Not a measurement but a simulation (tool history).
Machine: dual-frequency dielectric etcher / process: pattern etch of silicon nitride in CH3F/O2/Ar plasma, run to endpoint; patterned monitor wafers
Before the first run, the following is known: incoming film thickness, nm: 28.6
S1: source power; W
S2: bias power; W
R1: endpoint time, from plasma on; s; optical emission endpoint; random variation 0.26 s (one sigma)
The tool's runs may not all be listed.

| run | day | S1 | S2 | R1 |
|---|---|---|---|---|
| 1 | 0.000 | 480 | 85 | 34.748 |
| 2 | 0.312 | 420 | 85 | 36.622 |
| 3 | 0.454 | 410 | 84 | 37.243 |
| 4 | 0.729 | 410 | 93 | 36.641 |
| 5 | 0.988 | 330 | 93 | 39.184 |
| 6 | 1.067 | 330 | 105 | 37.542 |
| 7 | 1.204 | 330 | 103 | 38.451 |
| 8 | 1.242 | 330 | 101 | 37.826 |

Expected results for the next run?
| 9 | 1.358 | 330 | 99 | ? |

{"run 9": {"R1": 38.121}}
